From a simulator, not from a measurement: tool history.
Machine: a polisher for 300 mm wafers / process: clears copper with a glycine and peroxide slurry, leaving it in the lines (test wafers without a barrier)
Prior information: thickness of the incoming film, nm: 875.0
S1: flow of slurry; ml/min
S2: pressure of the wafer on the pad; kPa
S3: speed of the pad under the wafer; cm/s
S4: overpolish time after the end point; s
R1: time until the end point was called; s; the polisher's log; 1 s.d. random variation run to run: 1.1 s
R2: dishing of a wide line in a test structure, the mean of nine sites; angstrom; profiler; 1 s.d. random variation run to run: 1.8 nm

Run 1, hour 0: S1 210 ml/min, S2 20 kPa, S3 92 cm/s, S4 25 s. Result: R1 156.87 s, R2 695.67 angstrom.
Run 2, hour 2.2: S1 215 ml/min, S2 22.8 kPa, S3 92 cm/s, S4 22 s. Result: R1 142.49 s, R2 736.79 angstrom.
Run 3, hour 3.7: S1 250 ml/min, S2 22.8 kPa, S3 92 cm/s, S4 22 s. Result: R1 138.34 s, R2 750.4 angstrom.
Run 4, hour 4.7: S1 255 ml/min, S2 24.1 kPa, S3 94 cm/s, S4 18 s. Result: R1 129.41 s, R2 708.73 angstrom.
Run 5, hour 12.1: S1 260 ml/min, S2 25.5 kPa, S3 94 cm/s, S4 17 s. Result: R1 124.76 s, R2 686.22 angstrom.
Run 6, hour 14: S1 260 ml/min, S2 25.5 kPa, S3 94 cm/s, S4 10 s. Result: R1 124.82 s, R2 489.87 angstrom.
Run 7, hour 14.7: S1 265 ml/min, S2 26.9 kPa, S3 94 cm/s, S4 12 s. Result: R1 118.33 s, R2 529.75 angstrom.

Expected results for the next run?
Run 8, hour 17.4: S1 270 ml/min, S2 26.9 kPa, S3 96 cm/s, S4 14 s. Result: R1 ?, R2 ?.

R1: 116.12 s
R2: 630.7 angstrom

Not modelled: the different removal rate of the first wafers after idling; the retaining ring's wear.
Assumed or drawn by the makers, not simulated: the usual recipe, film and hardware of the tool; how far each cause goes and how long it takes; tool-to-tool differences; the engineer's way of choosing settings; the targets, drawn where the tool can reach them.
